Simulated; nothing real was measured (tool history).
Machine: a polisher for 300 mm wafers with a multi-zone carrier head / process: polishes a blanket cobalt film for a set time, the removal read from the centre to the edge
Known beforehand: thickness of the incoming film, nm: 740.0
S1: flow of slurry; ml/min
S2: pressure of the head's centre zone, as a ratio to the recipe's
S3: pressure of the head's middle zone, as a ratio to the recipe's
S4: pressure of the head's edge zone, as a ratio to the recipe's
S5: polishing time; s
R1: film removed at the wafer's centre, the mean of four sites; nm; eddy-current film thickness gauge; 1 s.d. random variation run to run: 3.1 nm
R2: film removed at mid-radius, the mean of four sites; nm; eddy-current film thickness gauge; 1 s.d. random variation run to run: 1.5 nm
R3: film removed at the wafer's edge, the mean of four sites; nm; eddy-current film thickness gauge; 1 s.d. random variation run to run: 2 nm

Run 1, hour 0.0: S1 290 ml/min, S2 1.00, S3 1.00, S4 1.00, S5 42 s. Result: R1 221.01 nm, R2 214.71 nm, R3 212.57 nm.
Run 2, hour 5.1: S1 290 ml/min, S2 1.01, S3 0.98, S4 0.99, S5 42 s. Result: R1 225.31 nm, R2 211.87 nm, R3 215.72 nm.
Run 3, hour 9.9: S1 290 ml/min, S2 1.02, S3 0.97, S4 0.98, S5 41 s. Result: R1 216.10 nm, R2 203.91 nm, R3 210.20 nm.
Run 4, hour 18.7: S1 290 ml/min, S2 1.02, S3 0.97, S4 0.98, S5 34 s. Result: R1 176.87 nm, R2 169.43 nm, R3 172.65 nm.
Run 5, hour 23.2: S1 290 ml/min, S2 1.10, S3 0.97, S4 0.98, S5 34 s. Result: R1 195.85 nm, R2 166.72 nm, R3 173.06 nm.
Run 6, hour 27.7: S1 290 ml/min, S2 1.10, S3 0.97, S4 0.93, S5 34 s. Result: R1 190.61 nm, R2 170.72 nm, R3 168.58 nm.
Run 7, hour 34.5: S1 290 ml/min, S2 1.10, S3 0.97, S4 0.93, S5 34 s. Result: R1 196.46 nm, R2 168.25 nm, R3 169.69 nm.

What will run 8 give?
Run 8, hour 35.7: S1 290 ml/min, S2 1.10, S3 0.96, S4 0.94, S5 34 s. Result: R1 ?, R2 ?, R3 ?.

{"run 8": {"R1": 191.66, "R2": 168.24, "R3": 169.96}}

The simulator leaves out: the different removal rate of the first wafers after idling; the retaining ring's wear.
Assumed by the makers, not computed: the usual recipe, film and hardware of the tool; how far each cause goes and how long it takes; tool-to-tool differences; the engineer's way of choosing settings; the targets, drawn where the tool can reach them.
